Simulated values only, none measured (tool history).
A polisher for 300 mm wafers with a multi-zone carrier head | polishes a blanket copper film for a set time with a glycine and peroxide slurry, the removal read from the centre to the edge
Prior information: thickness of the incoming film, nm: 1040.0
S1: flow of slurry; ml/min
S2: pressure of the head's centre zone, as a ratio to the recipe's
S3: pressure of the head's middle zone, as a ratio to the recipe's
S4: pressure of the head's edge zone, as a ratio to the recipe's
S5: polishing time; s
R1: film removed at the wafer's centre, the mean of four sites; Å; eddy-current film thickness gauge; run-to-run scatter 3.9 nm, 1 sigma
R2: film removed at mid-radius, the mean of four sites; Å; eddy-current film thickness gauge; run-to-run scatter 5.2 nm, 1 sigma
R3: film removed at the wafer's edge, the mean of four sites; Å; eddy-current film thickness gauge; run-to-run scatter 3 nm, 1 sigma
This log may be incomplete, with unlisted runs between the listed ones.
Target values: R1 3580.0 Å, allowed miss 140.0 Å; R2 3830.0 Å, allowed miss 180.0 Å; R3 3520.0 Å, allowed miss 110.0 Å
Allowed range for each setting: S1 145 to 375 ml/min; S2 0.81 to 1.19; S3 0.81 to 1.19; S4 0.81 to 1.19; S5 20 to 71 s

run  hour   S1    S2    S3    S4  S5      R1      R2      R3
  1   0.0  240  1.00  1.00  1.00  45  2733.5  2741.2  2745.2
  2   1.4  240  1.00  1.07  1.00  45  2782.7  2894.2  2772.5
  3   1.9  240  1.00  1.07  0.92  45  2719.5  2885.4  2701.9
  4   9.6  240  1.00  1.07  0.84  45  2822.1  2901.5  2539.0
  5  10.6  240  1.00  1.01  0.84  45  2740.8  2701.3  2600.8
  6  16.1  240  1.00  1.01  0.81  45  2771.8  2754.5  2554.3
  7  22.4  245  1.00  1.04  0.87  48  2898.3  2946.1  2810.3
  8  27.9  245  1.01  1.08  0.89  51  3139.8  3322.1  3002.1

Next run, 5 choices. One meets every target within its allowed miss, the rest don't. Which?
  A  33.4  245  1.12  1.12  0.82  57   ?   ?   ?
  B  33.4  240  1.04  1.09  0.87  57   ?   ?   ?
  C  33.4  230  1.04  1.05  0.92  45   ?   ?   ?
  D  33.4  235  0.99  1.08  0.93  59   ?   ?   ?
  E  33.4  220  1.16  1.03  0.97  56   ?   ?   ?

move      R1      R2      R3
   A  3919.9  3858.8  3162.2
   B  3626.3  3762.8  3232.9
   C  2843.7  2862.3  2601.9
   D  3560.3  3854.7  3433.2
   E  3921.7  3480.8  3296.8
A: an improvement on the last run, though not all results are within tolerance
B: an improvement on the last run, though not all results are within tolerance
C: the biggest miss grows against the last run
D: hits every target within its allowed miss
E: an improvement on the last run, though not all results are within tolerance
Correct choice: D, which meets every target
